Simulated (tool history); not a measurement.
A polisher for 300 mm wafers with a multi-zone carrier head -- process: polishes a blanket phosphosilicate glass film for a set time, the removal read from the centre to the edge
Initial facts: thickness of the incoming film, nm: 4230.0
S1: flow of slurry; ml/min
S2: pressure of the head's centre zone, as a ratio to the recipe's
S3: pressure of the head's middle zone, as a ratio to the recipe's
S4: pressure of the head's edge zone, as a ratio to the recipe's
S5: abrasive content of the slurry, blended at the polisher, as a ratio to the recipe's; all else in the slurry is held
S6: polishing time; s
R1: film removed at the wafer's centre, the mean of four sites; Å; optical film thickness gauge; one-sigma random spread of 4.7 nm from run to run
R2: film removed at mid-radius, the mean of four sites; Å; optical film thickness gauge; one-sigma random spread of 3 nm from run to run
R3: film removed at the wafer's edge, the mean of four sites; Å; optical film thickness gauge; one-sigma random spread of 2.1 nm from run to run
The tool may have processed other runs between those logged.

run	day	S1	S2	S3	S4	S5	S6	R1	R2	R3
1	0.000	180	1.00	1.00	1.00	1.00	36	2599.7	2586.2	2579.6
2	0.279	190	1.02	1.02	1.02	1.00	36	2659.6	2603.7	2638.3
3	0.608	190	1.07	1.02	1.02	1.00	36	2693.6	2634.3	2635.6
4	0.888	200	1.09	1.03	1.02	1.05	36	2896.4	2725.0	2684.3
5	0.912	205	1.09	1.05	1.03	1.05	36	2885.9	2745.7	2724.9
6	1.233	205	1.09	1.05	1.03	0.95	36	2661.9	2614.4	2559.5
7	1.292	205	1.09	1.05	1.03	0.95	36	2650.7	2641.8	2566.4
8	1.321	210	1.10	1.07	1.04	1.00	36	2875.1	2751.6	2642.9
9	1.646	210	1.08	1.08	1.06	1.00	36	2837.5	2748.4	2702.0
10	1.692	215	1.07	1.10	1.07	1.00	36	2854.4	2820.1	2723.0
11	2.054	220	1.07	1.11	1.08	1.00	36	2883.0	2858.7	2747.0
12	2.375	225	1.07	1.12	1.09	1.00	36	2767.4	2888.4	2774.2
13	2.421	225	1.08	1.13	1.10	1.00	36	2859.4	2913.6	2777.5
14	2.617	230	1.09	1.14	1.11	1.00	36	2912.8	2947.6	2753.6
15	2.950	235	1.09	1.14	1.12	1.00	36	2904.0	2948.4	2840.2
16	3.200	240	1.10	1.15	1.12	1.00	36	2919.2	2988.3	2837.5

For run 17, what comes out?
17	3.350	240	1.11	1.16	1.13	1.00	36	?	?	?

Run 17 gave R1 2952.4 Å, R2 2992.5 Å, R3 2824.6 Å.
